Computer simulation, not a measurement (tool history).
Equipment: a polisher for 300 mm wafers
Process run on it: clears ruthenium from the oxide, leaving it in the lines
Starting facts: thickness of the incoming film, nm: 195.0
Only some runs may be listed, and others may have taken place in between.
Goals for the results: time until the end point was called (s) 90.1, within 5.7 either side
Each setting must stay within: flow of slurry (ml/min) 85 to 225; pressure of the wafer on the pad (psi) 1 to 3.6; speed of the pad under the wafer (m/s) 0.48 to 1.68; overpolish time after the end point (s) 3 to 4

run	hour	flow of slurry (ml/min)	pressure of the wafer on the pad (psi)	speed of the pad under the wafer (m/s)	overpolish time after the end point (s)	time until the end point was called (s)
1	0	145	2.3	1.08	4	118.05
2	1.4	145	2.3	1.08	4	120.57
3	2.6	175	2.3	1.08	4	114.65
4	10.7	175	2.4	1.08	4	111.79
5	11.9	175	2.4	0.9	4	130.5
6	17.2	175	1.8	0.9	4	175.23
7	22.8	175	2	0.92	4	150.83
8	23.5	175	2.6	0.98	4	108.15

Consider the 4 candidate settings below. Which is the only one whose results all fall within their allowed miss of target?
A	24.2	190	2.6	0.76	3	?
B	24.2	175	2.6	1.08	4	?
C	24.2	210	2.3	1.06	4	?
D	24.2	155	3	1.08	3	?

move	time until the end point was called (s)
A	133.25
B	103.5
C	115.37
D	91.787
A: lands further from the targets than the last run did
B: closer than the last run, but not yet in spec
C: lands further from the targets than the last run did
D: every result within its allowed miss
Answer: D
